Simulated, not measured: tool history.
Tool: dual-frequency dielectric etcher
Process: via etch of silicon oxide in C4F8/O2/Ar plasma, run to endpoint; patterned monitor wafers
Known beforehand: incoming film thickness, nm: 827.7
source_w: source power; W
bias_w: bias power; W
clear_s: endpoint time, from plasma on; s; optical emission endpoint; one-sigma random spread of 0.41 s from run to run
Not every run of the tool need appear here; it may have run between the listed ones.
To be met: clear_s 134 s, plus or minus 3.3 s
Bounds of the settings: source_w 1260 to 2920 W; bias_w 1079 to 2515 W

Run 1, day 0: source_w 2090 W, bias_w 1797 W. Result: clear_s 151.89 s.
Run 2, day 0.071: source_w 2090 W, bias_w 1509 W. Result: clear_s 161.05 s.
Run 3, day 0.267: source_w 2090 W, bias_w 1278 W. Result: clear_s 170.89 s.
Run 4, day 0.612: source_w 2090 W, bias_w 1517 W. Result: clear_s 160.04 s.
Run 5, day 0.962: source_w 2280 W, bias_w 1578 W. Result: clear_s 152.26 s.
Run 6, day 1.2: source_w 2420 W, bias_w 1606 W. Result: clear_s 146.25 s.
Run 7, day 1.562: source_w 2510 W, bias_w 1624 W. Result: clear_s 143.52 s.
Run 8, day 1.696: source_w 2580 W, bias_w 1640 W. Result: clear_s 140.87 s.
Run 9, day 1.85: source_w 2630 W, bias_w 1652 W. Result: clear_s 138.62 s.
Run 10, day 1.908: source_w 2670 W, bias_w 1660 W. Result: clear_s 137.57 s.

5 candidate next runs follow, results not yet known. Just one meets every target within its allowed miss. Identify it.
Run A, day 1.967: source_w 2220 W, bias_w 1673 W. Result: clear_s ?.
Run B, day 1.967: source_w 2590 W, bias_w 1619 W. Result: clear_s ?.
Run C, day 1.967: source_w 2400 W, bias_w 1849 W. Result: clear_s ?.
Run D, day 1.967: source_w 2360 W, bias_w 1811 W. Result: clear_s ?.
Run E, day 1.967: source_w 2660 W, bias_w 1786 W. Result: clear_s ?.

move  clear_s
   A   150.29
   B   140.84
   C   139.79
   D   141.94
   E   134.55
A: the biggest miss grows against the last run
B: the biggest miss grows against the last run
C: the biggest miss grows against the last run
D: the biggest miss grows against the last run
E: hits every target within its allowed miss
Answer: E
